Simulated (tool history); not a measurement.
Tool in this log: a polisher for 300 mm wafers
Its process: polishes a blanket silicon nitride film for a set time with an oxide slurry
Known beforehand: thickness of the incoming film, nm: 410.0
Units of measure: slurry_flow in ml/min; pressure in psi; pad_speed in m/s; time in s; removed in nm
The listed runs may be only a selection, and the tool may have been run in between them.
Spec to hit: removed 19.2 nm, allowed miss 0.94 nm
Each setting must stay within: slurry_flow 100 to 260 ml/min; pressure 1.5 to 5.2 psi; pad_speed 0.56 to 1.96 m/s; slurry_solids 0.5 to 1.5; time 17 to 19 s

{"run": 1, "hour": 0.0, "slurry_flow": 165, "pressure": 3.3, "pad_speed": 1.26, "slurry_solids": 1, "time": 19, "removed": 12.643}
{"run": 2, "hour": 8.4, "slurry_flow": 165, "pressure": 3.4, "pad_speed": 1.26, "slurry_solids": 1, "time": 19, "removed": 12.914}
{"run": 3, "hour": 10.2, "slurry_flow": 165, "pressure": 3.4, "pad_speed": 1.26, "slurry_solids": 1, "time": 19, "removed": 13.043}
{"run": 4, "hour": 12.9, "slurry_flow": 165, "pressure": 3.5, "pad_speed": 1.26, "slurry_solids": 1, "time": 19, "removed": 13.478}
{"run": 5, "hour": 19.8, "slurry_flow": 165, "pressure": 3.5, "pad_speed": 1.26, "slurry_solids": 1, "time": 19, "removed": 13.444}
{"run": 6, "hour": 21.8, "slurry_flow": 165, "pressure": 3.6, "pad_speed": 1.26, "slurry_solids": 1, "time": 19, "removed": 13.922}
{"run": 7, "hour": 30.2, "slurry_flow": 165, "pressure": 3.7, "pad_speed": 1.26, "slurry_solids": 1, "time": 19, "removed": 14.386}
{"run": 8, "hour": 33.9, "slurry_flow": 165, "pressure": 3.8, "pad_speed": 1.26, "slurry_solids": 1, "time": 19, "removed": 14.481}
{"run": 9, "hour": 34.7, "slurry_flow": 165, "pressure": 3.8, "pad_speed": 1.26, "slurry_solids": 1, "time": 19, "removed": 14.424}
{"run": 10, "hour": 37.4, "slurry_flow": 165, "pressure": 3.9, "pad_speed": 1.26, "slurry_solids": 1, "time": 19, "removed": 14.548}
{"run": 11, "hour": 46.2, "slurry_flow": 165, "pressure": 4, "pad_speed": 1.26, "slurry_solids": 1, "time": 19, "removed": 15.529}
{"run": 12, "hour": 48.5, "slurry_flow": 165, "pressure": 4.1, "pad_speed": 1.26, "slurry_solids": 1, "time": 19, "removed": 15.491}
{"run": 13, "hour": 55.5, "slurry_flow": 165, "pressure": 4.2, "pad_speed": 1.26, "slurry_solids": 1, "time": 19, "removed": 15.743}

Which one of the following 5 next-run settings gets every result inside its allowed miss? There is exactly one.
{"run": "A", "hour": 62.5, "slurry_flow": 160, "pressure": 4.2, "pad_speed": 1.4, "slurry_solids": 1.05, "time": 19, "removed": "?"}
{"run": "B", "hour": 62.5, "slurry_flow": 185, "pressure": 5.2, "pad_speed": 1.3, "slurry_solids": 0.85, "time": 19, "removed": "?"}
{"run": "C", "hour": 62.5, "slurry_flow": 170, "pressure": 4.1, "pad_speed": 0.96, "slurry_solids": 1.15, "time": 17, "removed": "?"}
{"run": "D", "hour": 62.5, "slurry_flow": 185, "pressure": 4.3, "pad_speed": 1.22, "slurry_solids": 1.15, "time": 19, "removed": "?"}
{"run": "E", "hour": 62.5, "slurry_flow": 135, "pressure": 3.9, "pad_speed": 1.34, "slurry_solids": 0.95, "time": 17, "removed": "?"}

move=A removed=17.38
move=B removed=19.172
move=C removed=12.157
move=D removed=16.936
move=E removed=13.264
A: gains on the last run, yet a result remains outside its allowed miss
B: hits every target within its allowed miss
C: lands further from the targets than the last run did
D: gains on the last run, yet a result remains outside its allowed miss
E: lands further from the targets than the last run did
Go with B: it meets all targets.
